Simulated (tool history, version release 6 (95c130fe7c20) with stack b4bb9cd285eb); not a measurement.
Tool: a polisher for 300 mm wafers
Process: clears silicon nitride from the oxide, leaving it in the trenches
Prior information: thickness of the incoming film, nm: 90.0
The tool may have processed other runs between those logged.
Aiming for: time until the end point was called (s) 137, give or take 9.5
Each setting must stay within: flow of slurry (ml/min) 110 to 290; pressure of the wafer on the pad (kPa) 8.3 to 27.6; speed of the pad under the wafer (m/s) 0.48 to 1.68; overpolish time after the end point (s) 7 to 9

| run | hour | flow of slurry (ml/min) | pressure of the wafer on the pad (kPa) | speed of the pad under the wafer (m/s) | overpolish time after the end point (s) | time until the end point was called (s) |
|---|---|---|---|---|---|---|
| 1 | 0 | 185 | 17.9 | 1.08 | 9 | 85.181 |
| 2 | 5.6 | 185 | 17.9 | 1.26 | 9 | 75.928 |
| 3 | 9.9 | 185 | 15.2 | 1.22 | 9 | 95.125 |
| 4 | 15.3 | 185 | 17.9 | 1.22 | 9 | 82.661 |
| 5 | 17.5 | 185 | 17.9 | 1.22 | 7 | 80.383 |
| 6 | 23.2 | 185 | 17.9 | 1.22 | 7 | 78.491 |
| 7 | 30.7 | 185 | 15.9 | 1.2 | 7 | 92.467 |
| 8 | 35.3 | 185 | 14.5 | 1.18 | 7 | 97.149 |
| 9 | 43.3 | 185 | 12.4 | 1.16 | 7 | 117.17 |
| 10 | 45.5 | 185 | 11.7 | 1.16 | 7 | 125.06 |
| 11 | 49.5 | 185 | 11.7 | 1.16 | 7 | 125.06 |

Which single option among these 4 for the next run brings every result within its allowed miss of target? Just one does.
| A | 53.5 | 180 | 10.3 | 0.94 | 7 | ? |
| B | 53.5 | 185 | 11 | 0.96 | 7 | ? |
| C | 53.5 | 195 | 9 | 1.14 | 8 | ? |
| D | 53.5 | 135 | 13.1 | 0.94 | 9 | ? |

| move | time until the end point was called (s) |
|---|---|
| A | 162.67 |
| B | 149.92 |
| C | 158.55 |
| D | 137.19 |
A: pushes the last run's worst result past its target
B: pushes the last run's worst result past its target
C: pushes the last run's worst result past its target
D: all results land within tolerance of their targets
The right move is D.

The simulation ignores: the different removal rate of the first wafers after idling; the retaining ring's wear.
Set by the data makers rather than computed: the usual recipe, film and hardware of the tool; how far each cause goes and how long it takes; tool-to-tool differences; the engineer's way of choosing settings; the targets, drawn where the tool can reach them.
